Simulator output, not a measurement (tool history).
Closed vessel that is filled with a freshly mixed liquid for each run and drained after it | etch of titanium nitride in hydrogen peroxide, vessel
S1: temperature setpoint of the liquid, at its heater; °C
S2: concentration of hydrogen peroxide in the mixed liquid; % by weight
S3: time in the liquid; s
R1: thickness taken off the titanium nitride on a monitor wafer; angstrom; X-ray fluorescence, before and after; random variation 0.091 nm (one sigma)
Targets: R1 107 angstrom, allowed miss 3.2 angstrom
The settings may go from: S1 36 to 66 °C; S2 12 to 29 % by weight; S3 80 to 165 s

run 1 day=0 | S1=52 S2=19.5 S3=165 | R1=58.222
run 2 day=0.071 | S1=53.5 S2=19.5 S3=165 | R1=64.618
run 3 day=0.175 | S1=53.5 S2=19.5 S3=80 | R1=31.467
run 4 day=0.571 | S1=53.5 S2=19.5 S3=80 | R1=31.105
run 5 day=0.625 | S1=50.5 S2=19.5 S3=80 | R1=24.624
run 6 day=0.692 | S1=50.5 S2=19.5 S3=165 | R1=51.302
run 7 day=0.871 | S1=53 S2=21 S3=165 | R1=64.044
run 8 day=1.254 | S1=54.5 S2=21 S3=165 | R1=70.827
run 9 day=1.442 | S1=55.5 S2=21 S3=165 | R1=76.513
-- day=1.583 thermometer replaced
run 10 day=1.583 | S1=56 S2=21 S3=165 | R1=90.378
run 11 day=1.667 | S1=56.5 S2=21 S3=165 | R1=93.924
run 12 day=1.912 | S1=57 S2=21 S3=165 | R1=96.188
run 13 day=2.021 | S1=57.5 S2=21 S3=165 | R1=99.253
run 14 day=2.188 | S1=58 S2=21 S3=165 | R1=103.28

4 next moves are on the table. One of them brings every result within its allowed miss. Which?
run A day=2.354 | S1=62.5 S2=17 S3=145 | R1=?
run B day=2.354 | S1=65 S2=18 S3=105 | R1=?
run C day=2.354 | S1=60.5 S2=21.5 S3=145 | R1=?
run D day=2.354 | S1=59 S2=20 S3=145 | R1=?

move=A R1=118.91
move=B R1=102.91
move=C R1=109.27
move=D R1=97.14
A: takes the result that was furthest off past its target
B: further off than the last run
C: meets every target
D: further off than the last run
Answer: C
